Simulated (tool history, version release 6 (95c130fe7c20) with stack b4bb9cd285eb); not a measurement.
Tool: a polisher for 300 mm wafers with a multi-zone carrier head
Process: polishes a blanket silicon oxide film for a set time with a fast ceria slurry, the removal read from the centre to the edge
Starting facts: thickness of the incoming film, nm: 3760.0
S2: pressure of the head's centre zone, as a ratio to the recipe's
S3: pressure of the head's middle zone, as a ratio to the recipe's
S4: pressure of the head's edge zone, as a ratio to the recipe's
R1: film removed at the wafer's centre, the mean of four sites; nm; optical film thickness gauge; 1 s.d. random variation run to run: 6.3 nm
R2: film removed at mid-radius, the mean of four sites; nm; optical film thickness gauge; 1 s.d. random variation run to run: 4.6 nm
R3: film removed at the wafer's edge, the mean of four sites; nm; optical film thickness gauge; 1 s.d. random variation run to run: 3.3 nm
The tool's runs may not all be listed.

{"run": 1, "hour": 0.0, "flow of slurry (ml/min)": 255, "S2": 1.0, "S3": 1.0, "S4": 1.0, "polishing time (s)": 54, "R1": 686.88, "R2": 657.34, "R3": 665.51}
{"run": 2, "hour": 3.6, "flow of slurry (ml/min)": 255, "S2": 1.01, "S3": 1.0, "S4": 0.98, "polishing time (s)": 52, "R1": 646.68, "R2": 636.59, "R3": 636.46}
{"run": 3, "hour": 9.0, "flow of slurry (ml/min)": 265, "S2": 1.03, "S3": 1.0, "S4": 0.96, "polishing time (s)": 50, "R1": 636.38, "R2": 621.86, "R3": 616.52}
{"run": 4, "hour": 16.9, "flow of slurry (ml/min)": 255, "S2": 1.05, "S3": 1.0, "S4": 0.95, "polishing time (s)": 48, "R1": 637.49, "R2": 591.98, "R3": 583.2}
{"run": 5, "hour": 23.6, "flow of slurry (ml/min)": 250, "S2": 1.05, "S3": 1.0, "S4": 0.94, "polishing time (s)": 47, "R1": 629.97, "R2": 578.98, "R3": 567.91}
{"run": 6, "hour": 28.5, "flow of slurry (ml/min)": 195, "S2": 1.05, "S3": 1.0, "S4": 0.94, "polishing time (s)": 47, "R1": 594.33, "R2": 564.98, "R3": 559.43}

Estimate the outcome of run 7 from the log above:
{"run": 7, "hour": 32.2, "flow of slurry (ml/min)": 195, "S2": 1.05, "S3": 1.0, "S4": 0.94, "polishing time (s)": 47, "R1": "?", "R2": "?", "R3": "?"}

R1: 607.94 nm
R2: 556.31 nm
R3: 564.38 nm
